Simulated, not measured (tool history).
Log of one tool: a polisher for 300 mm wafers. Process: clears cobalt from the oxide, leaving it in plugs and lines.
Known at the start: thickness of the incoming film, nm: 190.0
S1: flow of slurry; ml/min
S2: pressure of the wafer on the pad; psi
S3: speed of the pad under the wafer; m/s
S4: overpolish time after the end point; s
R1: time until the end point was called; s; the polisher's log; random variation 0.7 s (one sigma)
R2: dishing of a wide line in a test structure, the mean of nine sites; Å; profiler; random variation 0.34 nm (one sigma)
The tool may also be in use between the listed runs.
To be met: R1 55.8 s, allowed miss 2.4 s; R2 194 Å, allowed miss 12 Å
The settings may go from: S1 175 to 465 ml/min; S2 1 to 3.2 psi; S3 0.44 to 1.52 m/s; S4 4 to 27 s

| run | day | S1 | S2 | S3 | S4 | R1 | R2 |
|---|---|---|---|---|---|---|---|
| 1 | 0 | 295 | 2.1 | 0.98 | 14 | 42.795 | 310.93 |
| 2 | 0.104 | 295 | 1.9 | 0.98 | 14 | 48.287 | 289.74 |
| 3 | 0.142 | 295 | 1.9 | 0.82 | 14 | 57.065 | 266.79 |
| 4 | 0.188 | 295 | 1.9 | 0.96 | 14 | 48.197 | 289.1 |
| 5 | 0.479 | 295 | 1.8 | 0.96 | 12 | 51.133 | 259.95 |
| 6 | 0.733 | 295 | 1.4 | 0.96 | 12 | 65.064 | 213.66 |
| 7 | 0.8 | 295 | 1.5 | 0.96 | 11 | 61.25 | 208.19 |
| 8 | 1.154 | 295 | 1.5 | 0.96 | 10 | 59.789 | 196.56 |

Which of these 4 next moves meets every target?
| A | 1.508 | 270 | 1.5 | 0.94 | 12 | ? | ? |
| B | 1.508 | 370 | 1.4 | 1.12 | 9 | ? | ? |
| C | 1.508 | 255 | 1.4 | 0.92 | 11 | ? | ? |
| D | 1.508 | 345 | 1.4 | 0.96 | 12 | ? | ? |

| move | R1 | R2 |
|---|---|---|
| A | 62.229 | 222.13 |
| B | 54.528 | 197.67 |
| C | 68.291 | 194.2 |
| D | 63.685 | 218.47 |
A: further off than the last run
B: meets every target
C: further off than the last run
D: further off than the last run
Move B is the one to make.

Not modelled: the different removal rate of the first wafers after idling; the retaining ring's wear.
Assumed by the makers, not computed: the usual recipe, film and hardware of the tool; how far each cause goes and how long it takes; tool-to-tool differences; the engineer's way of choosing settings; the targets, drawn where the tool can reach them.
